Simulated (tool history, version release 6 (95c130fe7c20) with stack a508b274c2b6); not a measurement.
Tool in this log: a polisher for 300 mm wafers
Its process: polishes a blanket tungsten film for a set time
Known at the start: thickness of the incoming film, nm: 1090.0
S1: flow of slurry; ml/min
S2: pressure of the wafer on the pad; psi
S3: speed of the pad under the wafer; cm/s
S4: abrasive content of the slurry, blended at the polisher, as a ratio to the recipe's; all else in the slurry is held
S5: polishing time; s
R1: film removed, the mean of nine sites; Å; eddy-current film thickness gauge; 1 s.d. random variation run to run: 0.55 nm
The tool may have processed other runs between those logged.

| run | hour | S1 | S2 | S3 | S4 | S5 | R1 |
|---|---|---|---|---|---|---|---|
| 1 | 0.0 | 210 | 3.3 | 84 | 1.0 | 43 | 1439.20 |
| 2 | 2.9 | 210 | 3.3 | 84 | 1.0 | 45 | 1504.30 |
| 3 | 10.8 | 160 | 3.3 | 84 | 1.0 | 45 | 1446.80 |
| 4 | 17.7 | 200 | 3.3 | 84 | 1.0 | 45 | 1510.10 |
| 5 | 23.3 | 200 | 3.3 | 84 | 1.0 | 43 | 1434.50 |
| 6 | 27.3 | 195 | 3.1 | 84 | 1.0 | 43 | 1340.40 |
| 7 | 31.0 | 190 | 2.9 | 84 | 1.0 | 43 | 1266.40 |
| 8 | 33.6 | 185 | 2.7 | 82 | 1.0 | 43 | 1135.00 |
| 9 | 38.8 | 180 | 2.5 | 82 | 1.0 | 43 | 1054.10 |
| 10 | 46.8 | 175 | 2.4 | 82 | 1.0 | 43 | 1005.10 |

Expected results for the next run?
| 11 | 48.8 | 170 | 2.3 | 82 | 1.0 | 43 | ? |

Run 11 produced R1 969.01 Å.
